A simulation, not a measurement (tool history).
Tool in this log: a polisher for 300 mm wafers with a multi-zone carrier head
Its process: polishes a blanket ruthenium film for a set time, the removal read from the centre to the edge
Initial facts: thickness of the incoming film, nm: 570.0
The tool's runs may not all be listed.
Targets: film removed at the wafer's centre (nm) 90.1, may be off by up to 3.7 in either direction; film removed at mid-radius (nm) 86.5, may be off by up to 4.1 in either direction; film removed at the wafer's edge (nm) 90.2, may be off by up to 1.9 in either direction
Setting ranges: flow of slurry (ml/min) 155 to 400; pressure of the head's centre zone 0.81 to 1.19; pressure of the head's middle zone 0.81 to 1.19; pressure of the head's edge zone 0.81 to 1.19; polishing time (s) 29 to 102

run  hour  flow of slurry (ml/min)  pressure of the head's centre zone  pressure of the head's middle zone  pressure of the head's edge zone  polishing time (s)  film removed at the wafer's centre (nm)  film removed at mid-radius (nm)  film removed at the wafer's edge (nm)
  1     0                      255                                   1                                   1                                 1                  65                                   73.958                           74.838                                 70.931
  2   3.9                      315                                   1                                   1                                 1                  65                                   74.441                           76.719                                 72.634
  3  12.8                      320                                1.01                                   1                              1.02                  66                                   77.046                           75.664                                 74.719
  4  18.1                      320                                1.01                                1.01                              1.03                  67                                   77.326                            80.23                                 76.231
  5    26                      320                                1.01                                1.07                              1.03                  67                                   79.033                           83.018                                 75.612
  6  30.8                      285                                1.01                                1.07                              1.03                  67                                   77.247                           80.816                                 74.395
  7  34.5                      290                                1.02                                1.07                              1.05                  68                                   79.507                           85.387                                 75.974
  8  42.5                      300                                1.02                                1.05                              1.06                  69                                   80.314                           83.554                                 78.642
  9  50.4                      305                                1.03                                1.05                              1.07                  69                                   81.381                           82.611                                 78.616
 10  56.7                      310                                1.03                                1.05                              1.08                  70                                   83.139                           85.976                                 80.281
 11  64.2                      315                                1.03                                1.04                              1.09                  70                                   83.353                           82.752                                  80.73

Exactly one of the 4 candidate moves below puts every result within its allowed miss. Which one?
  A  71.7                      310                                1.07                                1.02                              1.13                  73                                        ?                                ?                                      ?
  B  71.7                      305                                1.06                                0.87                              1.19                  75                                        ?                                ?                                      ?
  C  71.7                      320                                0.86                                1.01                              1.16                  76                                        ?                                ?                                      ?
  D  71.7                      340                                0.95                                 0.9                                 1                  80                                        ?                                ?                                      ?

move  film removed at the wafer's centre (nm)  film removed at mid-radius (nm)  film removed at the wafer's edge (nm)
   A                                   88.933                           86.858                                 85.832
   B                                   90.458                           77.995                                 90.201
   C                                    78.98                           90.028                                 90.575
   D                                   89.904                           86.513                                   90.3
A: an improvement on the last run, though not all results are within tolerance
B: gets the furthest-off result to its target, but another result is out of tolerance
C: gets the furthest-off result to its target, but another result is out of tolerance
D: in spec on every target
Move D is the one to make.

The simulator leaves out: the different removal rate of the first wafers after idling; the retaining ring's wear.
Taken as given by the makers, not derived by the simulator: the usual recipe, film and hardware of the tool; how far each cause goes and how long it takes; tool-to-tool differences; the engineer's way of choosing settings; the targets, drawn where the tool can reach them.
